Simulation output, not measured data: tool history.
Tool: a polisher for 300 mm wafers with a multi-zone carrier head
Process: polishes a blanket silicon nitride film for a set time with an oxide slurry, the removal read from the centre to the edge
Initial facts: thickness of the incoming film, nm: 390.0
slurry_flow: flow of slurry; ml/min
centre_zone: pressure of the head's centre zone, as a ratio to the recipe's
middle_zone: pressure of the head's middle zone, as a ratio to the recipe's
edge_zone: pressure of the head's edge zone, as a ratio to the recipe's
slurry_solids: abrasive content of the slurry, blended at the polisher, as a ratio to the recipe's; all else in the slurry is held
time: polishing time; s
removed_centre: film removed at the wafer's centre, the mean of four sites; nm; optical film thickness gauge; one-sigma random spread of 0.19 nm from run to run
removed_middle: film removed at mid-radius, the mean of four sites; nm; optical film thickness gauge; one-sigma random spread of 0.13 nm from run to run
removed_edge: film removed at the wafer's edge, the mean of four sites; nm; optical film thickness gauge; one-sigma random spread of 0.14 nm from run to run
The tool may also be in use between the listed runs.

{"run": 1, "hour": 0.0, "slurry_flow": 215, "centre_zone": 1, "middle_zone": 1, "edge_zone": 1, "slurry_solids": 1, "time": 43, "removed_centre": 24.974, "removed_middle": 24.444, "removed_edge": 24.438}
{"run": 2, "hour": 2.9, "slurry_flow": 215, "centre_zone": 1, "middle_zone": 1, "edge_zone": 0.97, "slurry_solids": 1, "time": 43, "removed_centre": 24.967, "removed_middle": 24.533, "removed_edge": 24.036}
{"run": 3, "hour": 9.9, "slurry_flow": 215, "centre_zone": 1.08, "middle_zone": 1, "edge_zone": 0.97, "slurry_solids": 1, "time": 43, "removed_centre": 27.102, "removed_middle": 24.697, "removed_edge": 24.108}
{"run": 4, "hour": 10.8, "slurry_flow": 215, "centre_zone": 1.08, "middle_zone": 1, "edge_zone": 1, "slurry_solids": 1, "time": 43, "removed_centre": 27.464, "removed_middle": 24.704, "removed_edge": 24.347}
{"run": 5, "hour": 15.7, "slurry_flow": 210, "centre_zone": 1.06, "middle_zone": 0.98, "edge_zone": 0.99, "slurry_solids": 0.95, "time": 43, "removed_centre": 25.626, "removed_middle": 23.674, "removed_edge": 23.297}
{"run": 6, "hour": 20.3, "slurry_flow": 175, "centre_zone": 1.06, "middle_zone": 0.98, "edge_zone": 0.99, "slurry_solids": 0.95, "time": 43, "removed_centre": 24.881, "removed_middle": 22.759, "removed_edge": 23.198}
{"run": 7, "hour": 23.5, "slurry_flow": 170, "centre_zone": 1.04, "middle_zone": 0.96, "edge_zone": 0.98, "slurry_solids": 0.95, "time": 43, "removed_centre": 24.196, "removed_middle": 22.061, "removed_edge": 22.88}
{"run": 8, "hour": 32.0, "slurry_flow": 165, "centre_zone": 1.02, "middle_zone": 0.94, "edge_zone": 0.97, "slurry_solids": 0.95, "time": 43, "removed_centre": 23.438, "removed_middle": 21.838, "removed_edge": 22.59}
{"run": 9, "hour": 38.4, "slurry_flow": 160, "centre_zone": 1.01, "middle_zone": 0.93, "edge_zone": 0.97, "slurry_solids": 0.95, "time": 43, "removed_centre": 23.192, "removed_middle": 21.557, "removed_edge": 22.4}
{"run": 10, "hour": 40.7, "slurry_flow": 135, "centre_zone": 0.91, "middle_zone": 0.83, "edge_zone": 0.96, "slurry_solids": 0.75, "time": 43, "removed_centre": 17.708, "removed_middle": 16.979, "removed_edge": 19.117}
{"run": 11, "hour": 41.9, "slurry_flow": 140, "centre_zone": 0.91, "middle_zone": 0.83, "edge_zone": 0.97, "slurry_solids": 0.75, "time": 43, "removed_centre": 17.704, "removed_middle": 16.966, "removed_edge": 19.321}
{"run": 12, "hour": 48.5, "slurry_flow": 145, "centre_zone": 0.91, "middle_zone": 0.83, "edge_zone": 0.97, "slurry_solids": 0.75, "time": 43, "removed_centre": 17.787, "removed_middle": 17.247, "removed_edge": 19.235}
{"run": 13, "hour": 55.6, "slurry_flow": 150, "centre_zone": 0.91, "middle_zone": 0.83, "edge_zone": 0.98, "slurry_solids": 0.75, "time": 43, "removed_centre": 17.912, "removed_middle": 17.279, "removed_edge": 19.682}

Run 14 is up next; what results do you expect?
{"run": 14, "hour": 58.7, "slurry_flow": 155, "centre_zone": 0.91, "middle_zone": 0.83, "edge_zone": 0.98, "slurry_solids": 0.75, "time": 43, "removed_centre": "?", "removed_middle": "?", "removed_edge": "?"}

Run 14 yielded removed_centre 18.22 nm, removed_middle 17.27 nm, removed_edge 19.814 nm.

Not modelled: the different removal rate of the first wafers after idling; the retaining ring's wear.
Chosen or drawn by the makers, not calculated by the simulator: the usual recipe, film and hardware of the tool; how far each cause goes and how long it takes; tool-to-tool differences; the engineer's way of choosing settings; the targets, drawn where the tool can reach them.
